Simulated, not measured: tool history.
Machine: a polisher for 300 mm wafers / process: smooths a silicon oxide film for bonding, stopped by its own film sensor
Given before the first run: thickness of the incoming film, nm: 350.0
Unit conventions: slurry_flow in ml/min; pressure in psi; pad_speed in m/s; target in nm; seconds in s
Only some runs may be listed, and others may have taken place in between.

Run 1, hour 0: slurry_flow 210 ml/min, pressure 2.3 psi, pad_speed 1.02 m/s, slurry_solids 1, target 290 nm. Result: seconds 56.706 s.
Run 2, hour 8.6: slurry_flow 210 ml/min, pressure 2.7 psi, pad_speed 1.02 m/s, slurry_solids 1, target 290 nm. Result: seconds 48.748 s.
Run 3, hour 9.2: slurry_flow 210 ml/min, pressure 2.4 psi, pad_speed 1.02 m/s, slurry_solids 1, target 290 nm. Result: seconds 53.89 s.
Run 4, hour 13.3: slurry_flow 210 ml/min, pressure 2.2 psi, pad_speed 1.02 m/s, slurry_solids 1, target 290 nm. Result: seconds 59.574 s.
Run 5, hour 17.1: slurry_flow 210 ml/min, pressure 2.2 psi, pad_speed 1.02 m/s, slurry_solids 1, target 287 nm. Result: seconds 63.023 s.
Run 6, hour 18.7: slurry_flow 210 ml/min, pressure 2.1 psi, pad_speed 1.02 m/s, slurry_solids 1, target 287 nm. Result: seconds 65.385 s.
Run 7, hour 26.5: slurry_flow 210 ml/min, pressure 2 psi, pad_speed 1.02 m/s, slurry_solids 1, target 287 nm. Result: seconds 69.187 s.
Run 8, hour 32.7: slurry_flow 210 ml/min, pressure 2 psi, pad_speed 1.02 m/s, slurry_solids 1, target 287 nm. Result: seconds 67.86 s.

The next listed run, before its measurement:
Run 9, hour 35.3: slurry_flow 210 ml/min, pressure 2 psi, pad_speed 1.02 m/s, slurry_solids 1, target 287 nm. Result: seconds ?.

Logged for run 9: seconds 67.519 s.
